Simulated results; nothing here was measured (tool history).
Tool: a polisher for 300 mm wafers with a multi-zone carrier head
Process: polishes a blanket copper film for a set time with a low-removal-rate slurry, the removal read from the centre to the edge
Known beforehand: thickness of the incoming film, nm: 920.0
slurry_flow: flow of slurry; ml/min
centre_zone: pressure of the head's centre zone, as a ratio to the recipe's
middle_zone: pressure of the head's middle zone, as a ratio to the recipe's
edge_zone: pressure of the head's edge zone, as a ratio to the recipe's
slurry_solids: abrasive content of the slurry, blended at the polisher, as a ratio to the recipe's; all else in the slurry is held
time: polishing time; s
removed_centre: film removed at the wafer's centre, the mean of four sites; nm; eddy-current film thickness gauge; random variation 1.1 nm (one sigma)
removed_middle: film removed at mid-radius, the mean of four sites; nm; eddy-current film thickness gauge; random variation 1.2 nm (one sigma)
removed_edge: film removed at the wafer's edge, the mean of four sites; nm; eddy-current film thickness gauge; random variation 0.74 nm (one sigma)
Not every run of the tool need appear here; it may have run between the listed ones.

Run 1, hour 0.0: slurry_flow 265 ml/min, centre_zone 1.00, middle_zone 1.00, edge_zone 1.00, slurry_solids 1.00, time 60 s. Result: removed_centre 156.260 nm, removed_middle 160.820 nm, removed_edge 164.220 nm.
Run 2, hour 4.8: slurry_flow 270 ml/min, centre_zone 1.03, middle_zone 1.01, edge_zone 0.97, slurry_solids 0.90, time 54 s. Result: removed_centre 142.540 nm, removed_middle 147.450 nm, removed_edge 138.200 nm.
Run 3, hour 13.5: slurry_flow 270 ml/min, centre_zone 1.03, middle_zone 1.01, edge_zone 0.97, slurry_solids 0.90, time 47 s. Result: removed_centre 123.230 nm, removed_middle 125.490 nm, removed_edge 121.050 nm.
Run 4, hour 16.0: slurry_flow 265 ml/min, centre_zone 1.04, middle_zone 0.98, edge_zone 0.94, slurry_solids 0.80, time 46 s. Result: removed_centre 117.500 nm, removed_middle 117.740 nm, removed_edge 110.230 nm.
Run 5, hour 19.1: slurry_flow 260 ml/min, centre_zone 1.04, middle_zone 0.95, edge_zone 0.91, slurry_solids 0.75, time 46 s. Result: removed_centre 116.470 nm, removed_middle 109.460 nm, removed_edge 107.080 nm.
Run 6, hour 23.8: slurry_flow 260 ml/min, centre_zone 1.04, middle_zone 0.95, edge_zone 0.91, slurry_solids 0.75, time 52 s. Result: removed_centre 132.260 nm, removed_middle 124.080 nm, removed_edge 121.450 nm.
Run 7, hour 32.6: slurry_flow 260 ml/min, centre_zone 1.04, middle_zone 0.95, edge_zone 0.89, slurry_solids 0.70, time 50 s. Result: removed_centre 122.170 nm, removed_middle 120.010 nm, removed_edge 111.580 nm.
Run 8, hour 37.1: slurry_flow 255 ml/min, centre_zone 1.05, middle_zone 0.94, edge_zone 0.87, slurry_solids 0.65, time 49 s. Result: removed_centre 119.470 nm, removed_middle 113.790 nm, removed_edge 106.300 nm.
Run 9, hour 44.4: slurry_flow 250 ml/min, centre_zone 1.05, middle_zone 0.93, edge_zone 0.86, slurry_solids 0.60, time 48 s. Result: removed_centre 112.690 nm, removed_middle 106.480 nm, removed_edge 100.050 nm.
Run 10, hour 45.4: slurry_flow 215 ml/min, centre_zone 1.08, middle_zone 0.93, edge_zone 0.81, slurry_solids 0.50, time 46 s. Result: removed_centre 101.210 nm, removed_middle 93.054 nm, removed_edge 86.137 nm.
Run 11, hour 53.1: slurry_flow 215 ml/min, centre_zone 1.08, middle_zone 0.93, edge_zone 0.81, slurry_solids 0.50, time 46 s. Result: removed_centre 101.050 nm, removed_middle 91.768 nm, removed_edge 85.876 nm.

Run 12 has not been measured yet. What should we expect?
Run 12, hour 59.1: slurry_flow 220 ml/min, centre_zone 1.08, middle_zone 0.93, edge_zone 0.81, slurry_solids 0.50, time 46 s. Result: removed_centre ?, removed_middle ?, removed_edge ?.

Run 12 gave removed_centre 99.905 nm, removed_middle 92.670 nm, removed_edge 85.133 nm.

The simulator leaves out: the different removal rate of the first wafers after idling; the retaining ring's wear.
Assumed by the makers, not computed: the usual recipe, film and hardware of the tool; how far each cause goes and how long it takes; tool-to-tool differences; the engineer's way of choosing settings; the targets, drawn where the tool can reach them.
